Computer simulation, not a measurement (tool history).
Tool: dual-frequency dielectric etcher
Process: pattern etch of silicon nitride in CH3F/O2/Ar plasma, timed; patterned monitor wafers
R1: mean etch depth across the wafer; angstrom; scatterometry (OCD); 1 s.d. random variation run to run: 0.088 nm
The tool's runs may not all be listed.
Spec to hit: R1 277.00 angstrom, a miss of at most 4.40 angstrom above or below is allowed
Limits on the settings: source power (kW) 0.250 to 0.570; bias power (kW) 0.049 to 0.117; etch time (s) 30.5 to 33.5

{"run": 1, "hour": 0.0, "source power (kW)": 0.41, "bias power (kW)": 0.083, "etch time (s)": 33.5, "R1": 242.82}
{"run": 2, "hour": 1.2, "source power (kW)": 0.41, "bias power (kW)": 0.071, "etch time (s)": 33.5, "R1": 227.91}
{"run": 3, "hour": 8.6, "source power (kW)": 0.44, "bias power (kW)": 0.073, "etch time (s)": 33.5, "R1": 236.84}
{"run": 4, "hour": 14.1, "source power (kW)": 0.46, "bias power (kW)": 0.075, "etch time (s)": 33.5, "R1": 244.79}
{"run": 5, "hour": 16.7, "source power (kW)": 0.41, "bias power (kW)": 0.075, "etch time (s)": 33.5, "R1": 231.26}
{"run": 6, "hour": 24.6, "source power (kW)": 0.37, "bias power (kW)": 0.075, "etch time (s)": 33.5, "R1": 224.31}
{"run": 7, "hour": 26.4, "source power (kW)": 0.4, "bias power (kW)": 0.077, "etch time (s)": 33.5, "R1": 232.16}
{"run": 8, "hour": 28.6, "source power (kW)": 0.4, "bias power (kW)": 0.077, "etch time (s)": 33.5, "R1": 232.4}
{"run": 9, "hour": 29.8, "source power (kW)": 0.43, "bias power (kW)": 0.078, "etch time (s)": 33.5, "R1": 241.14}
{"run": 10, "hour": 33.8, "source power (kW)": 0.45, "bias power (kW)": 0.078, "etch time (s)": 33.5, "R1": 246.55}
{"run": 11, "hour": 37.9, "source power (kW)": 0.47, "bias power (kW)": 0.078, "etch time (s)": 33.5, "R1": 250.65}

Pick the move, out of 5, that brings all results within their allowed miss; only one does.
{"run": "A", "hour": 42.0, "source power (kW)": 0.46, "bias power (kW)": 0.076, "etch time (s)": 31.5, "R1": "?"}
{"run": "B", "hour": 42.0, "source power (kW)": 0.43, "bias power (kW)": 0.073, "etch time (s)": 33.0, "R1": "?"}
{"run": "C", "hour": 42.0, "source power (kW)": 0.44, "bias power (kW)": 0.068, "etch time (s)": 32.5, "R1": "?"}
{"run": "D", "hour": 42.0, "source power (kW)": 0.55, "bias power (kW)": 0.093, "etch time (s)": 32.0, "R1": "?"}
{"run": "E", "hour": 42.0, "source power (kW)": 0.42, "bias power (kW)": 0.069, "etch time (s)": 33.0, "R1": "?"}

move=A R1=230.38
move=B R1=230.48
move=C R1=221.68
move=D R1=275.66
move=E R1=222.35
A: the biggest miss grows against the last run
B: the biggest miss grows against the last run
C: the biggest miss grows against the last run
D: all results land within tolerance of their targets
E: the biggest miss grows against the last run
The right move is D.
